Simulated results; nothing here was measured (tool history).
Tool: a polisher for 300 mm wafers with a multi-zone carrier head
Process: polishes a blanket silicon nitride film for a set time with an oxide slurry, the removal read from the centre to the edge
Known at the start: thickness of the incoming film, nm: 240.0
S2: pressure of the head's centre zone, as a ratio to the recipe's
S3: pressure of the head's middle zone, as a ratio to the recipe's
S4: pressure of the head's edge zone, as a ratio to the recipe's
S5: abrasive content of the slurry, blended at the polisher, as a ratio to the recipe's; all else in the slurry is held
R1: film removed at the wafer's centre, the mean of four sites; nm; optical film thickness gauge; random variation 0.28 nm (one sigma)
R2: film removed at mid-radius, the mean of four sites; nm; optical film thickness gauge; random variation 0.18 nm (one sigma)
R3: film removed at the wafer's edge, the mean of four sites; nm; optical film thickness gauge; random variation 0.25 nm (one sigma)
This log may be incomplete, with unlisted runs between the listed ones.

{"run": 1, "hour": 0.0, "flow of slurry (ml/min)": 185, "S2": 1.0, "S3": 1.0, "S4": 1.0, "S5": 1.0, "polishing time (s)": 75, "R1": 44.042, "R2": 44.589, "R3": 45.978}
{"run": 2, "hour": 2.7, "flow of slurry (ml/min)": 185, "S2": 1.0, "S3": 1.0, "S4": 1.0, "S5": 1.0, "polishing time (s)": 65, "R1": 40.351, "R2": 38.803, "R3": 38.772}
{"run": 3, "hour": 8.6, "flow of slurry (ml/min)": 180, "S2": 0.99, "S3": 0.99, "S4": 0.99, "S5": 0.95, "polishing time (s)": 63, "R1": 36.521, "R2": 36.006, "R3": 36.513}
{"run": 4, "hour": 10.8, "flow of slurry (ml/min)": 180, "S2": 0.99, "S3": 0.98, "S4": 0.98, "S5": 0.9, "polishing time (s)": 61, "R1": 34.842, "R2": 34.36, "R3": 34.865}
{"run": 5, "hour": 17.2, "flow of slurry (ml/min)": 180, "S2": 0.99, "S3": 0.98, "S4": 0.98, "S5": 1.05, "polishing time (s)": 61, "R1": 36.747, "R2": 36.229, "R3": 36.801}
{"run": 6, "hour": 20.3, "flow of slurry (ml/min)": 180, "S2": 0.99, "S3": 0.98, "S4": 0.98, "S5": 1.25, "polishing time (s)": 61, "R1": 39.515, "R2": 39.056, "R3": 40.014}

What does the tool deliver on the next run?
{"run": 7, "hour": 24.5, "flow of slurry (ml/min)": 155, "S2": 0.95, "S3": 0.88, "S4": 0.88, "S5": 1.0, "polishing time (s)": 40, "R1": "?", "R2": "?", "R3": "?"}

{"run 7": {"R1": 22.824, "R2": 21.006, "R3": 22.39}}
